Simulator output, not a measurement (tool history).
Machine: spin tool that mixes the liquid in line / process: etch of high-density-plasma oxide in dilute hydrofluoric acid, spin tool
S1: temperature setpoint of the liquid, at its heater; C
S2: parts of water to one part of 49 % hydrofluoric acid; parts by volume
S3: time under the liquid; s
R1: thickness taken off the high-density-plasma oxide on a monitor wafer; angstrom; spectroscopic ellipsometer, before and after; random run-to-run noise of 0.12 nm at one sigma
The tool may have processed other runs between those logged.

run  hour    S1  S2   S3      R1
  1   0.0  21.0  70  170  113.04
  2   1.2  22.5  65  170  130.22
  3   8.8  22.5  65  180  137.64
  4  16.8  22.5  65  170  131.35
  5  21.6  24.0  60  170  151.84
  6  25.0  24.0  60  180  159.68
  7  32.2  25.0  60  180  167.47

For run 8, what comes out?
  8  37.2  26.0  60  180   ?

Run 8 came out at R1 174.11 angstrom.
